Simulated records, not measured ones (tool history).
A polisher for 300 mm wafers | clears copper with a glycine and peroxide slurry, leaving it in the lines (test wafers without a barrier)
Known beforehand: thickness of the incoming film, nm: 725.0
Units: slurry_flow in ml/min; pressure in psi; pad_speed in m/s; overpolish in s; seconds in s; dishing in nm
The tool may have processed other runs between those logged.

run  hour  slurry_flow  pressure  pad_speed  overpolish  seconds  dishing
  1     0          255       2.5       0.88          19   208.87   41.211
  2   2.9          255       2.6       0.88          18   208.13   40.326
  3     5          255       2.6       0.88          13   197.78   30.311
  4   8.5          255       2.6       0.88          16    202.7   36.823
  5   9.3          255       2.7       0.88          16   196.16   38.463
  6  13.1          255       2.8       0.88          16    193.9   38.891

Expected results for the next run?
  7  15.3          255       2.9       0.88          16        ?        ?

{"run 7": {"seconds": 192.91, "dishing": 41.894}}
